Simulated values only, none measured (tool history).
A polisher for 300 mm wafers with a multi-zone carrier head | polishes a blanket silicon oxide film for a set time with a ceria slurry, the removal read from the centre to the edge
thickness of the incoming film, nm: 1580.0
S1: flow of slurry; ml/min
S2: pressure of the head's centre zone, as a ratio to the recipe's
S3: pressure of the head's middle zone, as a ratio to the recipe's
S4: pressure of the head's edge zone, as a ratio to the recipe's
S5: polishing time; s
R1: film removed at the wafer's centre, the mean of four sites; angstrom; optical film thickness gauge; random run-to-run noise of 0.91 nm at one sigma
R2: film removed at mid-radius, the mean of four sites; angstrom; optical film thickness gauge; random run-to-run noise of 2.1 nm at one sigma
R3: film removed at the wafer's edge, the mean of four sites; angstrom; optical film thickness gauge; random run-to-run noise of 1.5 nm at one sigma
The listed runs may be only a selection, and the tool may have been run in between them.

run	hour	S1	S2	S3	S4	S5	R1	R2	R3
1	0	310	1	1	1	65	2020.6	2288.7	2340.8
2	6.7	315	1.02	0.96	0.96	57	1805	1979.1	2017.5
3	14.8	310	1.04	0.92	0.94	52	1689.6	1713.4	1836.5
4	21.1	255	1.04	0.92	0.94	52	1645.9	1683.6	1781.9
5	25.1	255	1	0.92	0.94	52	1585.2	1708	1783.2
6	30.8	255	1	0.92	0.94	38	1151.9	1208.5	1303.4
7	34.7	320	1.1	1	1.04	41	1430.3	1468.8	1479.3

Run 8 is up next; what results do you expect?
8	39.6	325	1.11	0.98	1.05	41	?	?	?

Logged for run 8: R1 1423.8 angstrom, R2 1391.2 angstrom, R3 1499.3 angstrom.
